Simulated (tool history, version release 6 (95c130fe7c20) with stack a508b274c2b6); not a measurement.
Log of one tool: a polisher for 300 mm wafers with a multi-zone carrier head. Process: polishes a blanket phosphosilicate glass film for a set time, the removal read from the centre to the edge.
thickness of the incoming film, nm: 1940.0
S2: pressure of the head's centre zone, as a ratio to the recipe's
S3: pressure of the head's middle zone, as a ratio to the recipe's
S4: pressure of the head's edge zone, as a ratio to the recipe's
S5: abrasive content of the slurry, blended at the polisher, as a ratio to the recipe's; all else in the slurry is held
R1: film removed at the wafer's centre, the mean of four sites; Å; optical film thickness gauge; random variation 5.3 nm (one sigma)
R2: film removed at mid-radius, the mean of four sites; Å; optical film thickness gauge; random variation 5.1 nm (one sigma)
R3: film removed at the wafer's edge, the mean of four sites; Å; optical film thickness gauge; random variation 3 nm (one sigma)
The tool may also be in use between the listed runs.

{"run": 1, "hour": 0.0, "flow of slurry (ml/min)": 280, "S2": 1, "S3": 1, "S4": 1, "S5": 1, "polishing time (s)": 47, "R1": 3492.4, "R2": 3398.8, "R3": 3448}
{"run": 2, "hour": 6.7, "flow of slurry (ml/min)": 280, "S2": 0.92, "S3": 1, "S4": 1, "S5": 1, "polishing time (s)": 47, "R1": 3187.8, "R2": 3439.8, "R3": 3417.2}
{"run": 3, "hour": 14.1, "flow of slurry (ml/min)": 285, "S2": 0.92, "S3": 1.02, "S4": 1.02, "S5": 1.05, "polishing time (s)": 47, "R1": 3250.4, "R2": 3538.7, "R3": 3477}
{"run": 4, "hour": 22.0, "flow of slurry (ml/min)": 285, "S2": 0.91, "S3": 1.03, "S4": 1.03, "S5": 1.1, "polishing time (s)": 48, "R1": 3352.1, "R2": 3737.6, "R3": 3699.1}
{"run": 5, "hour": 28.3, "flow of slurry (ml/min)": 290, "S2": 0.92, "S3": 1.05, "S4": 1.04, "S5": 1.15, "polishing time (s)": 48, "R1": 3377.5, "R2": 3766.8, "R3": 3772.1}
{"run": 6, "hour": 32.3, "flow of slurry (ml/min)": 290, "S2": 0.92, "S3": 1.05, "S4": 1.04, "S5": 1.05, "polishing time (s)": 48, "R1": 3332, "R2": 3783, "R3": 3600.5}
{"run": 7, "hour": 39.1, "flow of slurry (ml/min)": 295, "S2": 0.93, "S3": 1.07, "S4": 1.05, "S5": 1.1, "polishing time (s)": 48, "R1": 3496.2, "R2": 3811.8, "R3": 3717.9}
{"run": 8, "hour": 47.1, "flow of slurry (ml/min)": 305, "S2": 0.84, "S3": 1.17, "S4": 1.02, "S5": 1.35, "polishing time (s)": 51, "R1": 3526.2, "R2": 4663.3, "R3": 4142.8}
{"hour": 54.1, "done": "worn pad replaced by a new one"}
{"run": 9, "hour": 54.1, "flow of slurry (ml/min)": 310, "S2": 0.85, "S3": 1.17, "S4": 1.03, "S5": 1.35, "polishing time (s)": 51, "R1": 4124.5, "R2": 5470.2, "R3": 4814}
{"run": 10, "hour": 56.2, "flow of slurry (ml/min)": 310, "S2": 0.85, "S3": 1.17, "S4": 1.03, "S5": 1.35, "polishing time (s)": 51, "R1": 4097, "R2": 5549.2, "R3": 4832.7}
{"run": 11, "hour": 60.5, "flow of slurry (ml/min)": 305, "S2": 0.86, "S3": 1.16, "S4": 1.03, "S5": 1.35, "polishing time (s)": 51, "R1": 4230, "R2": 5531.9, "R3": 4878.3}
{"run": 12, "hour": 64.7, "flow of slurry (ml/min)": 300, "S2": 0.86, "S3": 1.14, "S4": 1.02, "S5": 1.35, "polishing time (s)": 51, "R1": 4192.2, "R2": 5329.5, "R3": 4824.1}
{"run": 13, "hour": 71.2, "flow of slurry (ml/min)": 290, "S2": 0.86, "S3": 1.13, "S4": 1.01, "S5": 1.35, "polishing time (s)": 51, "R1": 4189.5, "R2": 5371.4, "R3": 4788.1}
{"run": 14, "hour": 72.6, "flow of slurry (ml/min)": 295, "S2": 0.86, "S3": 1.12, "S4": 1.01, "S5": 1.35, "polishing time (s)": 51, "R1": 4156.3, "R2": 5309.5, "R3": 4802.7}
{"run": 15, "hour": 77.5, "flow of slurry (ml/min)": 290, "S2": 0.87, "S3": 1.11, "S4": 1.01, "S5": 1.35, "polishing time (s)": 51, "R1": 4089.8, "R2": 5246.7, "R3": 4756.7}
{"run": 16, "hour": 85.8, "flow of slurry (ml/min)": 295, "S2": 0.88, "S3": 1.1, "S4": 1.01, "S5": 1.35, "polishing time (s)": 51, "R1": 4199.8, "R2": 5197.8, "R3": 4823}

Run 17 comes next. What will it give?
{"run": 17, "hour": 90.7, "flow of slurry (ml/min)": 295, "S2": 0.88, "S3": 1.09, "S4": 1.01, "S5": 1.35, "polishing time (s)": 51, "R1": "?", "R2": "?", "R3": "?"}

R1: 4242.8 Å
R2: 5145 Å
R3: 4779 Å

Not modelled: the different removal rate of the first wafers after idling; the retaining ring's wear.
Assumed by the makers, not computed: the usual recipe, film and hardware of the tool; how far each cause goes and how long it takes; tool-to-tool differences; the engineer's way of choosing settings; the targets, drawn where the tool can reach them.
